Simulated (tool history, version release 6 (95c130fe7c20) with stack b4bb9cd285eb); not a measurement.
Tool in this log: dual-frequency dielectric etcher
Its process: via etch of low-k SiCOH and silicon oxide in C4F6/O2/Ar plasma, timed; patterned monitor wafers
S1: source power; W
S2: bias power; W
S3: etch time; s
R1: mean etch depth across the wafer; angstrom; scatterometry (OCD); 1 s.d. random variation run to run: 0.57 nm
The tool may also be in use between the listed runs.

Run 1, hour 0: S1 400 W, S2 132 W, S3 35.5 s. Result: R1 770.42 angstrom.
Run 2, hour 8.4: S1 400 W, S2 144 W, S3 35.5 s. Result: R1 798.18 angstrom.
Run 3, hour 9.1: S1 400 W, S2 144 W, S3 32.5 s. Result: R1 722.76 angstrom.
Run 4, hour 12.9: S1 420 W, S2 148 W, S3 32.5 s. Result: R1 746.83 angstrom.
Run 5, hour 19.9: S1 420 W, S2 148 W, S3 32.5 s. Result: R1 752.29 angstrom.
Run 6, hour 21.9: S1 440 W, S2 151 W, S3 32.5 s. Result: R1 762.56 angstrom.
Run 7, hour 30.9: S1 450 W, S2 156 W, S3 33 s. Result: R1 781.08 angstrom.
Run 8, hour 37.1: S1 460 W, S2 160 W, S3 33.5 s. Result: R1 798.94 angstrom.
Run 9, hour 42: S1 470 W, S2 163 W, S3 33.5 s. Result: R1 807.92 angstrom.
Run 10, hour 45: S1 480 W, S2 166 W, S3 33.5 s. Result: R1 824.8 angstrom.
Run 11, hour 51.6: S1 490 W, S2 167 W, S3 33.5 s. Result: R1 831.15 angstrom.
Run 12, hour 53: S1 500 W, S2 168 W, S3 33.5 s. Result: R1 842.61 angstrom.
Run 13, hour 61.7: S1 500 W, S2 169 W, S3 33.5 s. Result: R1 842.68 angstrom.
Run 14, hour 65.9: S1 510 W, S2 170 W, S3 33.5 s. Result: R1 847.33 angstrom.

The next listed run, before its measurement:
Run 15, hour 66.9: S1 510 W, S2 171 W, S3 33.5 s. Result: R1 ?.

R1: 841.73 angstrom
